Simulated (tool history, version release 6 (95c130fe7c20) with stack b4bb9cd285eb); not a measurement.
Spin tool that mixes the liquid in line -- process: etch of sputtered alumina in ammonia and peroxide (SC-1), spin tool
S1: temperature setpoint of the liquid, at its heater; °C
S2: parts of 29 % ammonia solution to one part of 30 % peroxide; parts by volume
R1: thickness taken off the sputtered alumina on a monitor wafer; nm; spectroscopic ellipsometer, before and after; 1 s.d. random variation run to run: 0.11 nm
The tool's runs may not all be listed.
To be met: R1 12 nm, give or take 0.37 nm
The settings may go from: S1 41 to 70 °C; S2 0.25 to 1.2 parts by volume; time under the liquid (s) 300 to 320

Run 1, day 0: S1 57 °C, S2 0.95 parts by volume, time under the liquid (s) 300. Result: R1 22.803 nm.
Run 2, day 0.171: S1 51.5 °C, S2 0.95 parts by volume, time under the liquid (s) 300. Result: R1 16.852 nm.
Run 3, day 0.271: S1 51.5 °C, S2 0.95 parts by volume, time under the liquid (s) 300. Result: R1 16.969 nm.
Run 4, day 0.508: S1 50 °C, S2 0.95 parts by volume, time under the liquid (s) 300. Result: R1 15.549 nm.
Run 5, day 0.612: S1 49 °C, S2 0.95 parts by volume, time under the liquid (s) 300. Result: R1 14.533 nm.
Run 6, day 0.871: S1 48.5 °C, S2 0.95 parts by volume, time under the liquid (s) 300. Result: R1 14.322 nm.
Run 7, day 1.229: S1 48 °C, S2 0.95 parts by volume, time under the liquid (s) 300. Result: R1 14.163 nm.
Run 8, day 1.496: S1 47.5 °C, S2 0.95 parts by volume, time under the liquid (s) 300. Result: R1 13.627 nm.
At day 1.792: ammonia flow meter replaced.
Run 9, day 1.792: S1 47 °C, S2 0.95 parts by volume, time under the liquid (s) 300. Result: R1 13.112 nm.

Exercise: of the 4 proposed moves below, exactly one satisfies all targets within the stated allowed misses. Which move is it?
Run A, day 2.088: S1 46.5 °C, S2 0.95 parts by volume, time under the liquid (s) 305. Result: R1 ?.
Run B, day 2.088: S1 46 °C, S2 1.15 parts by volume, time under the liquid (s) 310. Result: R1 ?.
Run C, day 2.088: S1 45.5 °C, S2 0.95 parts by volume, time under the liquid (s) 300. Result: R1 ?.
Run D, day 2.088: S1 46 °C, S2 0.95 parts by volume, time under the liquid (s) 315. Result: R1 ?.

move      R1
   A   13.05
   B  13.132
   C  12.131
   D  13.103
A: nearer than the last run, and not there yet
B: roughly where the last run was
C: each result inside its tolerance
D: roughly where the last run was
Move C is the one to make.
